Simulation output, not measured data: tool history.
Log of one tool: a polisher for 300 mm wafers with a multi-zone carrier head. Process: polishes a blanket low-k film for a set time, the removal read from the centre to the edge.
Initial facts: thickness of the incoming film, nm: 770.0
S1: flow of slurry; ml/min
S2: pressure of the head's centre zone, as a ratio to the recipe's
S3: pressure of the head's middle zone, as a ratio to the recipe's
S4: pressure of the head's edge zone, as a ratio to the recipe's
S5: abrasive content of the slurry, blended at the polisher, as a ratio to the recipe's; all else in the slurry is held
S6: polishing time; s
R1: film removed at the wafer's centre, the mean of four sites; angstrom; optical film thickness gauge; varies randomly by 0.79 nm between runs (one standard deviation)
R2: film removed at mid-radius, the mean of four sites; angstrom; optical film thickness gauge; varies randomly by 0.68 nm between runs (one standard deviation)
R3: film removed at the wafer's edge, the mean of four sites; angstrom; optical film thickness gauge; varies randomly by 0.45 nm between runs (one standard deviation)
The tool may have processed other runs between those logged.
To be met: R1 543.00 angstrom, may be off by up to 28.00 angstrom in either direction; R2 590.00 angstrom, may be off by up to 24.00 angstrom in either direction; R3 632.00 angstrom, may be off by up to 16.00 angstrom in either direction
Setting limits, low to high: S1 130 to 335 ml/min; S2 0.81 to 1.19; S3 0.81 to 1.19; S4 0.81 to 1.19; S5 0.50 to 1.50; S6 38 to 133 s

Run 1, hour 0.0: S1 215 ml/min, S2 1.00, S3 1.00, S4 1.00, S5 1.00, S6 85 s. Result: R1 470.77 angstrom, R2 454.36 angstrom, R3 462.60 angstrom.
Run 2, hour 6.6: S1 215 ml/min, S2 1.00, S3 1.00, S4 1.00, S5 1.00, S6 98 s. Result: R1 521.09 angstrom, R2 534.94 angstrom, R3 528.53 angstrom.
Run 3, hour 10.1: S1 225 ml/min, S2 0.99, S3 1.00, S4 1.04, S5 1.05, S6 98 s. Result: R1 547.18 angstrom, R2 546.67 angstrom, R3 551.78 angstrom.
Run 4, hour 16.5: S1 225 ml/min, S2 0.99, S3 1.00, S4 1.10, S5 1.05, S6 98 s. Result: R1 543.70 angstrom, R2 541.45 angstrom, R3 565.55 angstrom.
Run 5, hour 18.0: S1 225 ml/min, S2 0.99, S3 1.00, S4 1.17, S5 1.05, S6 98 s. Result: R1 530.42 angstrom, R2 552.76 angstrom, R3 590.09 angstrom.
Run 6, hour 24.3: S1 230 ml/min, S2 0.98, S3 1.00, S4 1.17, S5 1.10, S6 98 s. Result: R1 539.80 angstrom, R2 549.11 angstrom, R3 601.89 angstrom.
Run 7, hour 31.5: S1 230 ml/min, S2 0.97, S3 1.01, S4 1.17, S5 1.10, S6 98 s. Result: R1 544.55 angstrom, R2 559.48 angstrom, R3 598.86 angstrom.
Run 8, hour 39.4: S1 225 ml/min, S2 0.95, S3 1.01, S4 1.17, S5 1.10, S6 98 s. Result: R1 538.80 angstrom, R2 567.08 angstrom, R3 593.67 angstrom.
Run 9, hour 41.9: S1 225 ml/min, S2 0.93, S3 1.00, S4 1.17, S5 1.10, S6 99 s. Result: R1 533.56 angstrom, R2 562.28 angstrom, R3 609.33 angstrom.
Run 10, hour 42.7: S1 225 ml/min, S2 0.92, S3 1.00, S4 1.17, S5 1.10, S6 99 s. Result: R1 510.92 angstrom, R2 562.03 angstrom, R3 610.14 angstrom.
Run 11, hour 50.9: S1 230 ml/min, S2 0.92, S3 1.00, S4 1.17, S5 1.10, S6 99 s. Result: R1 530.04 angstrom, R2 567.51 angstrom, R3 603.45 angstrom.

Exercise: of the 4 proposed moves below, exactly one satisfies all targets within the stated allowed misses. Which move is it?
Run A, hour 59.1: S1 240 ml/min, S2 0.81, S3 1.10, S4 1.14, S5 1.10, S6 105 s. Result: R1 ?, R2 ?, R3 ?.
Run B, hour 59.1: S1 230 ml/min, S2 0.92, S3 1.00, S4 1.17, S5 1.05, S6 105 s. Result: R1 ?, R2 ?, R3 ?.
Run C, hour 59.1: S1 205 ml/min, S2 0.86, S3 1.19, S4 1.16, S5 1.15, S6 96 s. Result: R1 ?, R2 ?, R3 ?.
Run D, hour 59.1: S1 205 ml/min, S2 0.86, S3 1.01, S4 1.18, S5 1.10, S6 112 s. Result: R1 ?, R2 ?, R3 ?.

move      R1      R2      R3
   A  484.24  665.42  629.75
   B  532.06  599.51  625.43
   C  468.67  652.53  583.97
   D  536.60  650.06  677.07
A: brings the last run's worst result on target, with another outside its allowed miss
B: all results land within tolerance of their targets
C: lands further from the targets than the last run did
D: the result that was furthest off in the last run now lies on the other side of its target
Move B is the one to make.
